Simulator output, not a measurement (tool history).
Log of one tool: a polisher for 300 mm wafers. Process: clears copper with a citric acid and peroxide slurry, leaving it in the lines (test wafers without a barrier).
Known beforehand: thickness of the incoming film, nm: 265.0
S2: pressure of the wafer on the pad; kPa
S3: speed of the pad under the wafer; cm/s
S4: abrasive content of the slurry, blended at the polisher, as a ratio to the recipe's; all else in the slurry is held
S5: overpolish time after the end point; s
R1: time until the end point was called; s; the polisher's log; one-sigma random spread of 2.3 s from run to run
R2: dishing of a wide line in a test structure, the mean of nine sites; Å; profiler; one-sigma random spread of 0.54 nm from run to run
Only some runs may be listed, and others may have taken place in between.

run 1 hour=0.0 | flow_of_slurry_(ml/min)=230 S2=17.9 S3=86 S4=1.0 S5=29 | R1=109.61 R2=305.55
run 2 hour=4.7 | flow_of_slurry_(ml/min)=230 S2=15.9 S3=86 S4=1.0 S5=33 | R1=117.65 R2=317.01
run 3 hour=8.7 | flow_of_slurry_(ml/min)=230 S2=15.9 S3=86 S4=0.8 S5=33 | R1=117.65 R2=321.22
run 4 hour=10.2 | flow_of_slurry_(ml/min)=175 S2=15.9 S3=86 S4=0.8 S5=33 | R1=127.03 R2=307.39
run 5 hour=17.9 | flow_of_slurry_(ml/min)=175 S2=15.9 S3=86 S4=0.8 S5=24 | R1=126.21 R2=244.37
run 6 hour=22.3 | flow_of_slurry_(ml/min)=170 S2=14.5 S3=84 S4=0.8 S5=29 | R1=139.62 R2=257.66

Forecast run 7:
run 7 hour=23.4 | flow_of_slurry_(ml/min)=165 S2=13.8 S3=84 S4=0.8 S5=33 | R1=? R2=?

R1: 142.45 s
R2: 268.85 Å
